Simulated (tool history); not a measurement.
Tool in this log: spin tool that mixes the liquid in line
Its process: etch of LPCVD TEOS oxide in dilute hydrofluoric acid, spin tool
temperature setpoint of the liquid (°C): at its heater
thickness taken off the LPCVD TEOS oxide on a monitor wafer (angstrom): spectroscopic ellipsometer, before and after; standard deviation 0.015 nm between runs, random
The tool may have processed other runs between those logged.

| run | day | temperature setpoint of the liquid (°C) | parts of water to one part of 49 % hydrofluoric acid (parts by volume) | time under the liquid (s) | thickness taken off the LPCVD TEOS oxide on a monitor wafer (angstrom) |
|---|---|---|---|---|---|
| 1 | 0 | 24 | 120 | 30 | 39.615 |
| 2 | 0.238 | 22 | 125 | 30 | 34.713 |
| 3 | 0.267 | 22 | 125 | 30 | 34.779 |
| 4 | 0.296 | 19.5 | 125 | 30 | 31.598 |
| 5 | 0.608 | 19.5 | 105 | 30 | 38.547 |
| 6 | 0.633 | 19.5 | 75 | 30 | 54.665 |
| 7 | 0.967 | 19 | 95 | 30 | 41.926 |
| 8 | 1.267 | 18.5 | 110 | 30 | 35.121 |

Run 9 has not been measured yet. What should we expect?
| 9 | 1.45 | 18 | 120 | 30 | ? |

thickness taken off the LPCVD TEOS oxide on a monitor wafer (angstrom): 30.863
